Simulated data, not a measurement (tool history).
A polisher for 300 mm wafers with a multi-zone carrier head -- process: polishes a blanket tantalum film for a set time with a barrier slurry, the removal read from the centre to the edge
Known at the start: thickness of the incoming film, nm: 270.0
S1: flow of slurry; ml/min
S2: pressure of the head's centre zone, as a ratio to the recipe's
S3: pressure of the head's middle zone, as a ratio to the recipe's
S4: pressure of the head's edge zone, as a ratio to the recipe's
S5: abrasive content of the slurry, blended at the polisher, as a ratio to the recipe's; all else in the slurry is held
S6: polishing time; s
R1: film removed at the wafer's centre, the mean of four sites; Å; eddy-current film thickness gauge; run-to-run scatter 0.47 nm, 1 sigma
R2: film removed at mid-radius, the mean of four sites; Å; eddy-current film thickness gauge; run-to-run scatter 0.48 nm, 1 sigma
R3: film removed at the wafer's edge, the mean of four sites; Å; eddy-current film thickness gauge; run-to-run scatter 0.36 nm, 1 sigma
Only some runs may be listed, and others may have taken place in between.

run 1 day=0 | S1=225 S2=1 S3=1 S4=1 S5=1 S6=46 | R1=777.98 R2=787.81 R3=765.5
run 2 day=0.329 | S1=225 S2=1 S3=0.92 S4=1 S5=1 S6=46 | R1=783.65 R2=742.39 R3=771.76
run 3 day=0.646 | S1=225 S2=1 S3=0.92 S4=1 S5=1.15 S6=46 | R1=809.49 R2=757.57 R3=800.2
run 4 day=0.788 | S1=225 S2=0.93 S3=0.92 S4=1 S5=1.15 S6=46 | R1=761.56 R2=770.8 R3=795.47
run 5 day=1.008 | S1=225 S2=0.93 S3=1 S4=1 S5=1.15 S6=46 | R1=750.38 R2=821.43 R3=794.43
run 6 day=1.333 | S1=225 S2=0.98 S3=1 S4=1 S5=1.15 S6=46 | R1=785.93 R2=813.44 R3=796.3
run 7 day=1.362 | S1=220 S2=0.99 S3=0.98 S4=0.99 S5=1.1 S6=45 | R1=784.12 R2=767.13 R3=767.63
run 8 day=1.446 | S1=215 S2=0.99 S3=0.96 S4=0.98 S5=1.05 S6=44 | R1=738.55 R2=740.06 R3=745.3
run 9 day=1.696 | S1=225 S2=1 S3=0.95 S4=0.98 S5=1 S6=43 | R1=727.03 R2=705.02 R3=715.04

What will run 10 give?
run 10 day=1.796 | S1=225 S2=1.01 S3=0.94 S4=0.97 S5=0.95 S6=42 | R1=? R2=? R3=?

{"run 10": {"R1": 712.75, "R2": 666.58, "R3": 679.85}}
